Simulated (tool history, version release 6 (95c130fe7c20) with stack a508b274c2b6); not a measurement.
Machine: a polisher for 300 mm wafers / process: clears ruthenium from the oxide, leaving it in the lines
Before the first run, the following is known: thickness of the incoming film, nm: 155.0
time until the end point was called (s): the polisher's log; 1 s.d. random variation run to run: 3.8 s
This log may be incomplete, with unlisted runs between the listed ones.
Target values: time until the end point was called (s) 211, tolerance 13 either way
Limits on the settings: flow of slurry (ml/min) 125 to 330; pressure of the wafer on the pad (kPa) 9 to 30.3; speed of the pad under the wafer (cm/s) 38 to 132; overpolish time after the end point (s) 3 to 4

run	hour	flow of slurry (ml/min)	pressure of the wafer on the pad (kPa)	speed of the pad under the wafer (cm/s)	overpolish time after the end point (s)	time until the end point was called (s)
1	0	210	19.3	84	4	150.53
2	4.6	210	18.6	84	4	157.36
3	7.8	210	17.9	84	4	157.09
4	12	210	17.9	84	4	161.61
5	13	210	20	84	4	144.5
6	16.9	210	20	84	4	141.59
7	19.2	210	20	84	4	143.54
8	25.8	210	18.6	84	4	154.78
9	28	210	17.9	84	4	164.34
10	36.7	210	17.2	84	4	171.72
11	44	210	16.5	84	4	175.53
12	51.4	210	12.4	82	4	235.53

Pick the move, out of 5, that brings all results within their allowed miss; only one does.
A	58.8	220	15.2	66	4	?
B	58.8	205	13.1	88	3	?
C	58.8	240	12.4	74	4	?
D	58.8	195	11	80	4	?
E	58.8	240	11	80	3	?

move	time until the end point was called (s)
A	243.1
B	213.37
C	261.67
D	277.1
E	271.44
A: misses by more than the last run did
B: all results in spec
C: misses by more than the last run did
D: misses by more than the last run did
E: misses by more than the last run did
Move B is the one to make.
